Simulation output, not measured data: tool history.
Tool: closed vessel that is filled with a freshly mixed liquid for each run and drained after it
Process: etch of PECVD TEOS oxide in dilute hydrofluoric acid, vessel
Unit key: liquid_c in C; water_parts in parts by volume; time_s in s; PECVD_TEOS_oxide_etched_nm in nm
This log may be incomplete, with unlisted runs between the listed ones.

{"run": 1, "hour": 0.0, "liquid_c": 25, "water_parts": 95, "time_s": 90, "PECVD_TEOS_oxide_etched_nm": 13.442}
{"run": 2, "hour": 3.6, "liquid_c": 26, "water_parts": 90, "time_s": 90, "PECVD_TEOS_oxide_etched_nm": 14.819}
{"run": 3, "hour": 5.2, "liquid_c": 27, "water_parts": 85, "time_s": 90, "PECVD_TEOS_oxide_etched_nm": 16.191}
{"run": 4, "hour": 12.2, "liquid_c": 27, "water_parts": 70, "time_s": 90, "PECVD_TEOS_oxide_etched_nm": 20.287}
{"run": 5, "hour": 17.1, "liquid_c": 27, "water_parts": 85, "time_s": 90, "PECVD_TEOS_oxide_etched_nm": 16.41}
{"run": 6, "hour": 21.2, "liquid_c": 27, "water_parts": 105, "time_s": 90, "PECVD_TEOS_oxide_etched_nm": 12.946}
{"run": 7, "hour": 27.2, "liquid_c": 31, "water_parts": 65, "time_s": 90, "PECVD_TEOS_oxide_etched_nm": 25.676}
{"run": 8, "hour": 29.0, "liquid_c": 32, "water_parts": 60, "time_s": 90, "PECVD_TEOS_oxide_etched_nm": 29.224}
{"run": 9, "hour": 38.1, "liquid_c": 32.5, "water_parts": 60, "time_s": 90, "PECVD_TEOS_oxide_etched_nm": 29.603}

Run 10 is up next; what results do you expect?
{"run": 10, "hour": 44.7, "liquid_c": 33, "water_parts": 55, "time_s": 90, "PECVD_TEOS_oxide_etched_nm": "?"}

PECVD_TEOS_oxide_etched_nm: 33.443 nm

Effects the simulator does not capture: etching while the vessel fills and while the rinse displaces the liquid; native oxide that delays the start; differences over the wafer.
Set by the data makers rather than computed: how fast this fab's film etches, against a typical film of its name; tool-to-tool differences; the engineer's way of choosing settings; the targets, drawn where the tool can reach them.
